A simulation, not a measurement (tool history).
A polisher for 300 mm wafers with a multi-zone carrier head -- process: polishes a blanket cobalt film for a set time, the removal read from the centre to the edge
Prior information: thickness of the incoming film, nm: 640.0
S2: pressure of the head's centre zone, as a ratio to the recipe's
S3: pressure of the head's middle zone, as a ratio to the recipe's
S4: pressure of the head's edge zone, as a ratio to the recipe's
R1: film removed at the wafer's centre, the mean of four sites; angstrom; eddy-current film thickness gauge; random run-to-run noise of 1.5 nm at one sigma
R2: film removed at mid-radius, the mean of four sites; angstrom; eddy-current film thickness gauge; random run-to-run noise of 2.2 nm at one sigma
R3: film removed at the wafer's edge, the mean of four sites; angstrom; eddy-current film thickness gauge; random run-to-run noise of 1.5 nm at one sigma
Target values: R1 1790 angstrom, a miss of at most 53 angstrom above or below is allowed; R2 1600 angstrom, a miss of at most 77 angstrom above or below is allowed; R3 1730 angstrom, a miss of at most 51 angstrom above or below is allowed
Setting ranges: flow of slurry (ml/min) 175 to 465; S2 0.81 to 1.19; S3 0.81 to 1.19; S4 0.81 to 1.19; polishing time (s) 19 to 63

run 1 hour=0 | flow_of_slurry_(ml/min)=295 S2=1 S3=1 S4=1 polishing_time_(s)=41 | R1=2544.9 R2=2539.3 R3=2556.4
run 2 hour=6.5 | flow_of_slurry_(ml/min)=295 S2=1.07 S3=1 S4=1 polishing_time_(s)=41 | R1=2659.4 R2=2448.5 R3=2607.7
run 3 hour=7.9 | flow_of_slurry_(ml/min)=295 S2=1.07 S3=1 S4=1.04 polishing_time_(s)=41 | R1=2675.6 R2=2469.2 R3=2597.5
run 4 hour=8.8 | flow_of_slurry_(ml/min)=295 S2=1.07 S3=1 S4=1.04 polishing_time_(s)=35 | R1=2291.4 R2=2095.2 R3=2218.5
run 5 hour=17.3 | flow_of_slurry_(ml/min)=295 S2=1.07 S3=1 S4=1.09 polishing_time_(s)=35 | R1=2284.3 R2=2108.2 R3=2260.9
run 6 hour=22.2 | flow_of_slurry_(ml/min)=295 S2=1.07 S3=1.03 S4=1.09 polishing_time_(s)=35 | R1=2302.3 R2=2225.3 R3=2246.8
run 7 hour=23.6 | flow_of_slurry_(ml/min)=300 S2=1.07 S3=1.01 S4=1.07 polishing_time_(s)=32 | R1=2088.6 R2=1975.9 R3=2073.4
run 8 hour=32 | flow_of_slurry_(ml/min)=290 S2=1.08 S3=1 S4=1.04 polishing_time_(s)=30 | R1=1979 R2=1855.4 R3=1900.8
run 9 hour=38.7 | flow_of_slurry_(ml/min)=275 S2=1.07 S3=0.97 S4=1.02 polishing_time_(s)=30 | R1=1925.8 R2=1787.9 R3=1887
run 10 hour=39.8 | flow_of_slurry_(ml/min)=265 S2=1.07 S3=0.95 S4=0.99 polishing_time_(s)=30 | R1=1946.5 R2=1716.4 R3=1860.1
run 11 hour=44.5 | flow_of_slurry_(ml/min)=255 S2=1.06 S3=0.94 S4=0.97 polishing_time_(s)=30 | R1=1918 R2=1707.5 R3=1821.4

4 next moves are on the table. One of them brings every result within its allowed miss. Which?
run A hour=49.2 | flow_of_slurry_(ml/min)=215 S2=1.03 S3=0.99 S4=1.01 polishing_time_(s)=32 | R1=? R2=? R3=?
run B hour=49.2 | flow_of_slurry_(ml/min)=285 S2=1.08 S3=0.85 S4=0.97 polishing_time_(s)=31 | R1=? R2=? R3=?
run C hour=49.2 | flow_of_slurry_(ml/min)=250 S2=1.07 S3=0.97 S4=1.02 polishing_time_(s)=28 | R1=? R2=? R3=?
run D hour=49.2 | flow_of_slurry_(ml/min)=255 S2=1 S3=1.04 S4=0.93 polishing_time_(s)=29 | R1=? R2=? R3=?

move=A R1=1933.8 R2=1873.6 R3=1945.3
move=B R1=2041.5 R2=1667.8 R3=1911.6
move=C R1=1797 R2=1647.8 R3=1737.8
move=D R1=1752.6 R2=1812.2 R3=1736.9
A: further off than the last run
B: further off than the last run
C: all results in spec
D: brings the result that was furthest off to its target, and leaves another outside
Correct choice: C, which meets every target
